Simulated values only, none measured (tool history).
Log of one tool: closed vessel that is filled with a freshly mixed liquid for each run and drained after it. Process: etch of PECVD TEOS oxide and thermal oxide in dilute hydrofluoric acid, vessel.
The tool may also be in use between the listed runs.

run	day	temperature setpoint of the liquid (K)	parts of water to one part of 49 % hydrofluoric acid (parts by volume)	time in the liquid (s)	thickness taken off the PECVD TEOS oxide on a monitor wafer (angstrom)	thickness taken off the thermal oxide on a monitor wafer (angstrom)
1	0.000	295.15	230	810	613.49	145.220
2	0.262	293.15	230	810	569.36	132.840
3	0.608	293.15	245	810	525.33	123.740
4	0.975	292.65	260	810	483.90	113.060
5	1.254	292.65	270	810	456.35	108.890
6	1.546	292.15	280	805	426.25	100.030
7	1.904	292.15	290	805	406.30	95.948
8	2.092	292.15	300	805	395.18	92.800
9	2.338	292.15	310	805	381.85	88.566
10	2.567	292.15	320	805	363.51	85.424
11	2.633	292.15	325	805	356.74	83.105
12	2.842	292.15	330	805	349.45	81.677
13	3.100	292.15	335	805	337.73	79.558

The next listed run, before its measurement:
14	3.325	292.15	340	805	?	?

thickness taken off the PECVD TEOS oxide on a monitor wafer (angstrom): 333.20
thickness taken off the thermal oxide on a monitor wafer (angstrom): 78.645

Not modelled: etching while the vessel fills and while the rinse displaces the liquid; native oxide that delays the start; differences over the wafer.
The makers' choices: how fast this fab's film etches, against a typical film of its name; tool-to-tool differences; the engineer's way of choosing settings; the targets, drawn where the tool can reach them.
